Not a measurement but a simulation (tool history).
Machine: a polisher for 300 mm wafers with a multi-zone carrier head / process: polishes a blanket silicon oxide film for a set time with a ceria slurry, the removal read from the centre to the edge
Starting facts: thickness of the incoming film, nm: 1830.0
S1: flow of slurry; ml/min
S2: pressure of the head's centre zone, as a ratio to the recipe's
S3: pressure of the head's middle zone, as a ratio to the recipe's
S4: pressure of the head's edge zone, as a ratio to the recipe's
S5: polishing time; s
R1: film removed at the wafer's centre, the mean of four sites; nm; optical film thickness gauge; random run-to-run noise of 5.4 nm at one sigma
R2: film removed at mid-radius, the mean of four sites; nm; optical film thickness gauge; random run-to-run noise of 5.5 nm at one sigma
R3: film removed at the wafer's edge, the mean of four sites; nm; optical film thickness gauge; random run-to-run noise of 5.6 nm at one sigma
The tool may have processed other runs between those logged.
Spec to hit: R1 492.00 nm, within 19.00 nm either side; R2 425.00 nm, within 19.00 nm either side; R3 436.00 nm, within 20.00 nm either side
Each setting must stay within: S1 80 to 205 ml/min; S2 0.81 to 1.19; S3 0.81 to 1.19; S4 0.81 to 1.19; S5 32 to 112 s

Run 1, hour 0.0: S1 135 ml/min, S2 1.00, S3 1.00, S4 1.00, S5 72 s. Result: R1 368.99 nm, R2 394.98 nm, R3 396.30 nm.
Run 2, hour 7.2: S1 135 ml/min, S2 1.00, S3 0.95, S4 1.00, S5 72 s. Result: R1 375.77 nm, R2 376.96 nm, R3 392.85 nm.
Run 3, hour 9.6: S1 135 ml/min, S2 1.00, S3 0.95, S4 0.94, S5 72 s. Result: R1 374.92 nm, R2 378.35 nm, R3 391.55 nm.
Run 4, hour 15.2: S1 135 ml/min, S2 1.00, S3 0.99, S4 0.94, S5 72 s. Result: R1 377.03 nm, R2 388.86 nm, R3 385.06 nm.
Run 5, hour 17.5: S1 120 ml/min, S2 1.00, S3 0.99, S4 0.94, S5 72 s. Result: R1 359.66 nm, R2 377.17 nm, R3 365.26 nm.
Run 6, hour 21.1: S1 125 ml/min, S2 1.02, S3 0.99, S4 0.94, S5 72 s. Result: R1 372.75 nm, R2 378.64 nm, R3 380.27 nm.
Run 7, hour 22.7: S1 130 ml/min, S2 1.04, S3 1.00, S4 0.93, S5 72 s. Result: R1 384.79 nm, R2 378.64 nm, R3 379.49 nm.
Run 8, hour 27.7: S1 135 ml/min, S2 1.05, S3 1.01, S4 0.93, S5 72 s. Result: R1 392.61 nm, R2 390.55 nm, R3 377.66 nm.
At hour 28.9: slurry nozzle cleaned.
Run 9, hour 28.9: S1 140 ml/min, S2 1.06, S3 1.01, S4 0.93, S5 72 s. Result: R1 424.09 nm, R2 424.73 nm, R3 408.54 nm.
Run 10, hour 36.1: S1 140 ml/min, S2 1.07, S3 1.00, S4 0.92, S5 72 s. Result: R1 434.35 nm, R2 421.54 nm, R3 398.44 nm.
Run 11, hour 38.3: S1 140 ml/min, S2 1.07, S3 0.99, S4 0.92, S5 72 s. Result: R1 448.41 nm, R2 417.59 nm, R3 394.14 nm.
Run 12, hour 40.0: S1 140 ml/min, S2 1.07, S3 0.98, S4 0.93, S5 72 s. Result: R1 433.85 nm, R2 416.10 nm, R3 404.73 nm.
Run 13, hour 42.7: S1 140 ml/min, S2 1.07, S3 0.97, S4 0.93, S5 72 s. Result: R1 434.21 nm, R2 410.88 nm, R3 399.87 nm.
Run 14, hour 47.0: S1 140 ml/min, S2 1.07, S3 0.96, S4 0.93, S5 72 s. Result: R1 438.19 nm, R2 401.43 nm, R3 406.29 nm.

Exercise: of the 5 proposed moves below, exactly one satisfies all targets within the stated allowed misses. Which move is it?
Run A, hour 51.3: S1 160 ml/min, S2 1.08, S3 0.88, S4 0.89, S5 77 s. Result: R1 ?, R2 ?, R3 ?.
Run B, hour 51.3: S1 170 ml/min, S2 1.12, S3 1.06, S4 0.97, S5 75 s. Result: R1 ?, R2 ?, R3 ?.
Run C, hour 51.3: S1 135 ml/min, S2 1.03, S3 0.99, S4 1.00, S5 71 s. Result: R1 ?, R2 ?, R3 ?.
Run D, hour 51.3: S1 170 ml/min, S2 1.16, S3 1.17, S4 0.84, S5 72 s. Result: R1 ?, R2 ?, R3 ?.
Run E, hour 51.3: S1 170 ml/min, S2 1.13, S3 1.01, S4 0.86, S5 78 s. Result: R1 ?, R2 ?, R3 ?.

move      R1      R2      R3
   A  483.36  429.93  422.91
   B  494.40  469.15  431.39
   C  409.66  408.92  401.74
   D  491.71  477.39  387.25
   E  518.61  474.66  424.55
A: each result inside its tolerance
B: brings the last run's worst result on target, with another outside its allowed miss
C: misses by more than the last run did
D: brings the last run's worst result on target, with another outside its allowed miss
E: the result that was furthest off in the last run now lies on the other side of its target
A is the move that brings every result within its allowed miss.

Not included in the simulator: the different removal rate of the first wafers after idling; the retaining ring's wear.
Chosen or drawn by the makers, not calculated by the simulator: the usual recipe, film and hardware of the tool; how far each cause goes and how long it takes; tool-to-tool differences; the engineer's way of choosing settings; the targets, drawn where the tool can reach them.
